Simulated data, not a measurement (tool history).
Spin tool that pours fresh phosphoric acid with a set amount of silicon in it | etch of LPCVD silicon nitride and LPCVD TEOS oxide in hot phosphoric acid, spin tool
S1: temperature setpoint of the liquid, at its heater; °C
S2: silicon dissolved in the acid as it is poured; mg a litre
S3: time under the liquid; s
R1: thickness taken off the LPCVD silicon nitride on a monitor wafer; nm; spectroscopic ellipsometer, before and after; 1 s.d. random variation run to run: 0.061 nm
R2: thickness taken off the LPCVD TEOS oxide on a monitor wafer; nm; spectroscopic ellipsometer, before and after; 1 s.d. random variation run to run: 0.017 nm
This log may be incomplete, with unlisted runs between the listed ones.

| run | hour | S1 | S2 | S3 | R1 | R2 |
|---|---|---|---|---|---|---|
| 1 | 0 | 160 | 22 | 95 | 8.319 | 0.17842 |
| 2 | 3.1 | 160 | 26.5 | 95 | 8.1626 | 0.22939 |
| 3 | 9.5 | 160 | 21.5 | 95 | 8.3314 | 0.19453 |
| 4 | 13.6 | 159 | 21.5 | 95 | 7.8782 | 0.17216 |
| 5 | 17.2 | 159 | 31.5 | 95 | 7.8584 | 0.144 |
| 6 | 26 | 159 | 30 | 90 | 7.3077 | 0.16985 |
| 7 | 28.6 | 159 | 30.5 | 90 | 7.5028 | 0.1347 |
| 8 | 33.4 | 159 | 28.5 | 90 | 7.3951 | 0.15746 |
| 9 | 39.7 | 159 | 27.5 | 90 | 7.5163 | 0.14748 |
| 10 | 45.1 | 159 | 27.5 | 85 | 7.0101 | 0.16318 |

What does the tool deliver on the next run?
| 11 | 50.1 | 159 | 27 | 85 | ? | ? |

R1: 7.0575 nm
R2: 0.17559 nm

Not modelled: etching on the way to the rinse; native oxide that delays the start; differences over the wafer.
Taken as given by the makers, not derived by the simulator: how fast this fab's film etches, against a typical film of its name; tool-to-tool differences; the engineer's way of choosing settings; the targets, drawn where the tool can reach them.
